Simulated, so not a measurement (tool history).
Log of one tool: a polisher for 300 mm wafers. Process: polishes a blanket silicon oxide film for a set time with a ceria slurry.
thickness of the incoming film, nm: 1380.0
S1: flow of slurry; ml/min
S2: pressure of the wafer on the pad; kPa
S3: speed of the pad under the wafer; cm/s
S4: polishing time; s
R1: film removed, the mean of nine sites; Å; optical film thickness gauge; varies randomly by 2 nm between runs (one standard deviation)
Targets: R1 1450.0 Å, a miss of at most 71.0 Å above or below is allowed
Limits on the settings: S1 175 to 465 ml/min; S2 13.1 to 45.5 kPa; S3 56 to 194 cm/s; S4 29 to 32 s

| run | hour | S1 | S2 | S3 | S4 | R1 |
|---|---|---|---|---|---|---|
| 1 | 0.0 | 295 | 29.0 | 124 | 32 | 1857.1 |
| 2 | 3.9 | 295 | 33.8 | 124 | 32 | 2141.8 |
| 3 | 9.4 | 295 | 31.0 | 122 | 32 | 1987.8 |
| 4 | 10.0 | 295 | 29.0 | 122 | 32 | 1822.5 |
| 5 | 17.3 | 295 | 27.6 | 122 | 32 | 1724.5 |
| 6 | 26.2 | 295 | 26.9 | 122 | 32 | 1738.3 |
| 7 | 28.2 | 295 | 25.5 | 122 | 32 | 1627.4 |
| 8 | 30.3 | 295 | 24.8 | 122 | 32 | 1572.9 |
| 9 | 34.3 | 295 | 24.1 | 122 | 32 | 1489.1 |

5 candidate next runs follow, results not yet known. Just one meets every target within its allowed miss. Identify it.
| A | 38.3 | 315 | 22.8 | 134 | 32 | ? |
| B | 38.3 | 220 | 25.5 | 126 | 32 | ? |
| C | 38.3 | 315 | 25.5 | 118 | 32 | ? |
| D | 38.3 | 290 | 22.8 | 126 | 31 | ? |
| E | 38.3 | 285 | 24.8 | 122 | 32 | ? |

| move | R1 |
|---|---|
| A | 1602.2 |
| B | 1618.9 |
| C | 1581.4 |
| D | 1450.6 |
| E | 1575.5 |
A: the biggest miss grows against the last run
B: the biggest miss grows against the last run
C: the biggest miss grows against the last run
D: every result within its allowed miss
E: the biggest miss grows against the last run
So the answer is move D, the one that meets all the targets.
